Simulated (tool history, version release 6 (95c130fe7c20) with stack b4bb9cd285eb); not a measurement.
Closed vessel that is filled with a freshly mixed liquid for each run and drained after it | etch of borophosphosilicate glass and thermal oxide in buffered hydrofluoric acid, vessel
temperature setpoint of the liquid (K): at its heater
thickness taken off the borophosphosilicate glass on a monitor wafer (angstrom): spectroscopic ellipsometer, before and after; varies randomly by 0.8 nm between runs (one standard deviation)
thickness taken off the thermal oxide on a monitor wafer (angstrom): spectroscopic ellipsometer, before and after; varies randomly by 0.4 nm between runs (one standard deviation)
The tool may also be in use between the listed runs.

| run | hour | temperature setpoint of the liquid (K) | parts of 40 % ammonium fluoride to one part of 49 % hydrofluoric acid (parts by volume) | time in the liquid (s) | thickness taken off the borophosphosilicate glass on a monitor wafer (angstrom) | thickness taken off the thermal oxide on a monitor wafer (angstrom) |
|---|---|---|---|---|---|---|
| 1 | 0.0 | 296.15 | 17.5 | 60 | 727.61 | 344.38 |
| 2 | 1.4 | 296.15 | 12.5 | 60 | 1011.50 | 484.40 |
| 3 | 9.2 | 296.65 | 12.5 | 60 | 1032.20 | 492.63 |
| 4 | 11.3 | 293.15 | 12.5 | 60 | 851.59 | 408.05 |
| 5 | 19.3 | 295.65 | 12.5 | 60 | 968.76 | 464.21 |
| 6 | 22.8 | 295.65 | 12.5 | 70 | 1153.60 | 551.32 |
| 7 | 30.4 | 296.15 | 12.5 | 70 | 1170.00 | 558.67 |
| 8 | 37.7 | 296.65 | 12.5 | 70 | 1203.40 | 576.49 |

Run 9 is up next; what results do you expect?
| 9 | 40.1 | 297.15 | 12.5 | 70 | ? | ? |

Run 9 measured thickness taken off the borophosphosilicate glass on a monitor wafer (angstrom) 1233.00, thickness taken off the thermal oxide on a monitor wafer (angstrom) 585.89.
